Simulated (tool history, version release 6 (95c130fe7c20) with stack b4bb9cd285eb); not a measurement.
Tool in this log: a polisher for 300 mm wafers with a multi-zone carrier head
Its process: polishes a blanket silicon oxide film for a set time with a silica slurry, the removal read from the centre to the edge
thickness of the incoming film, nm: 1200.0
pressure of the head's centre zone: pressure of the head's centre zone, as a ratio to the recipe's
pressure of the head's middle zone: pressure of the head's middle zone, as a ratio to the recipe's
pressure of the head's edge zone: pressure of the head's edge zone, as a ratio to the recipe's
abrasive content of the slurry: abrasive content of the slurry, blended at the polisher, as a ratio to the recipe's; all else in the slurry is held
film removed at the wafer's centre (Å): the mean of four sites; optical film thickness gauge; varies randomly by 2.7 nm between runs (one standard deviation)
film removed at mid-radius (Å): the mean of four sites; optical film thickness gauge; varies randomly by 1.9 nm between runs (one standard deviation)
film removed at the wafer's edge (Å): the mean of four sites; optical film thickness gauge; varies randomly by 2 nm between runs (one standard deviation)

| run | hour | flow of slurry (ml/min) | pressure of the head's centre zone | pressure of the head's middle zone | pressure of the head's edge zone | abrasive content of the slurry | polishing time (s) | film removed at the wafer's centre (Å) | film removed at mid-radius (Å) | film removed at the wafer's edge (Å) |
|---|---|---|---|---|---|---|---|---|---|---|
| 1 | 0 | 260 | 1 | 1 | 1 | 1 | 62 | 1405.4 | 1467.2 | 1410.6 |
| 2 | 6.9 | 260 | 1 | 1 | 1 | 1 | 54 | 1250.2 | 1280 | 1242.8 |
| 3 | 14.9 | 265 | 1.03 | 1 | 1.02 | 1.1 | 54 | 1365.3 | 1290.2 | 1303.9 |
| 4 | 17.6 | 265 | 1.04 | 1.02 | 1.03 | 1.2 | 55 | 1381.4 | 1395.2 | 1370 |
| 5 | 22.6 | 265 | 0.96 | 1.02 | 1.03 | 1.2 | 55 | 1338.2 | 1390.9 | 1337.1 |
| 6 | 30.8 | 240 | 0.96 | 1.02 | 1.03 | 1.2 | 55 | 1339.9 | 1433.9 | 1349.5 |

Run 7, settings as shown, results not yet in. Your forecast:
| 7 | 31.9 | 245 | 1 | 1.01 | 1.02 | 1.25 | 57 | ? | ? | ? |

Run 7 measured film removed at the wafer's centre (Å) 1422.7, film removed at mid-radius (Å) 1459.1, film removed at the wafer's edge (Å) 1400.7.

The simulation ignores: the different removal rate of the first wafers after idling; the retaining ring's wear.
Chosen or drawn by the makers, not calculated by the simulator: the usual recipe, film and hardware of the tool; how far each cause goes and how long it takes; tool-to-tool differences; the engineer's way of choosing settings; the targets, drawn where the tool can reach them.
